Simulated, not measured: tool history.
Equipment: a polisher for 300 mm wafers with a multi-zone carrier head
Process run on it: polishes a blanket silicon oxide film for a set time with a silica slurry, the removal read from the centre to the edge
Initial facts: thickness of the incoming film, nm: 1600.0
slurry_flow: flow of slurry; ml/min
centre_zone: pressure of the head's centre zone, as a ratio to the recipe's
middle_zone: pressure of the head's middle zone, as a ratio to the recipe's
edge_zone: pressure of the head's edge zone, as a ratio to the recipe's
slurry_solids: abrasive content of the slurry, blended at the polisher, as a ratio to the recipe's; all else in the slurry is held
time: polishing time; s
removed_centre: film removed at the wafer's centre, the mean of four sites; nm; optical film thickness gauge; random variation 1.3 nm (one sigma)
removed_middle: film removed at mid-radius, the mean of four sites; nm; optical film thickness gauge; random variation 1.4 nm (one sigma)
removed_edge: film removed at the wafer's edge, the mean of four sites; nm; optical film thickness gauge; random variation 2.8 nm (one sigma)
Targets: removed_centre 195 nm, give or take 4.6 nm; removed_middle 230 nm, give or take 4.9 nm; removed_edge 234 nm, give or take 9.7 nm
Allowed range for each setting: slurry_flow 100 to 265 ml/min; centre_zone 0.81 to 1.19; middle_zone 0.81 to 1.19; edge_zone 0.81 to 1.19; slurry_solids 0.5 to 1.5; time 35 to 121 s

run,hour,slurry_flow,centre_zone,middle_zone,edge_zone,slurry_solids,time,removed_centre,removed_middle,removed_edge
1,0,170,1,1,1,1,78,208.16,205.6,199.93
2,5.6,170,0.98,1.01,1.03,1,78,201.8,205.44,208.37
3,9.4,210,0.98,1.01,1.03,1,78,209.48,212.97,210.14
4,13.5,210,0.97,1.02,1.04,1,78,210.24,213.91,211.34
5,14.4,210,0.96,1.03,1.06,1,78,206.46,215.29,217.81
6,18.2,210,0.96,1.03,1.06,1,69,181.56,189.48,191.87
7,19.5,215,0.96,1.05,1.08,1,69,184.17,193.38,195.43
8,25.7,215,0.95,1.07,1.09,1.05,69,184.46,203.78,200.94

Of the 5 settings listed for the next run, only one would bring every result within its allowed miss of target. Which one?
A,31.9,220,0.95,1.15,1.13,0.9,85,?,?,?
B,31.9,185,1.04,1,1.02,1.1,69,?,?,?
C,31.9,235,0.97,0.84,1.18,1.05,69,?,?,?
D,31.9,245,1.02,1.01,1.02,0.8,83,?,?,?
E,31.9,210,0.87,1.07,1.14,1.2,73,?,?,?

move,removed_centre,removed_middle,removed_edge
A,206.02,242.07,224.69
B,204.05,194.93,195.23
C,191.07,168.95,209.4
D,198.83,194.52,191.45
E,192.96,233.29,231.88
A: takes the result that was furthest off past its target
B: lands further from the targets than the last run did
C: lands further from the targets than the last run did
D: lands further from the targets than the last run did
E: hits every target within its allowed miss
E meets every target.
